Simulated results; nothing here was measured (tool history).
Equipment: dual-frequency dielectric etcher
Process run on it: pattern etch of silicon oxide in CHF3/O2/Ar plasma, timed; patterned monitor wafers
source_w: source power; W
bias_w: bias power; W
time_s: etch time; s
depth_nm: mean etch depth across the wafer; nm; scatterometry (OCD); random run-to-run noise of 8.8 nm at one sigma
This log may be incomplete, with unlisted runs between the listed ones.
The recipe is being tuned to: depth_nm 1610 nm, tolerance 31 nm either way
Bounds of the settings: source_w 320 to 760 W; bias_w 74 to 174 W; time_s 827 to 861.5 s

run  hour  source_w  bias_w  time_s  depth_nm
  1     0       540     124     827    1376.4
  2   7.2       600     124     827      1448
  3   9.6       600     124     827    1438.8
  4  12.4       600     105     827    1397.7
  5  14.4       620     106     828      1417
  6  15.4       630     108     829    1441.2
  7  22.3       640     109   829.5    1460.9
  8  29.3       650     110   829.5    1457.1
  9  31.6       660     112   830.5    1477.1
 10    34       670     113   831.5    1491.3

Exactly one of the 5 candidate moves below puts every result within its allowed miss. Which one?
  A  36.4       720     120   861.5         ?
  B  36.4       700     121     827         ?
  C  36.4       680     103   861.5         ?
  D  36.4       580     114     855         ?
  E  36.4       760      87     827         ?

move  depth_nm
   A    1625.9
   B    1544.2
   C    1529.6
   D    1444.5
   E    1489.7
A: hits every target within its allowed miss
B: better than the last run, though not everything is in spec
C: better than the last run, though not everything is in spec
D: misses by more than the last run did
E: about the same distance from the targets as the last run
Correct choice: A, which meets every target
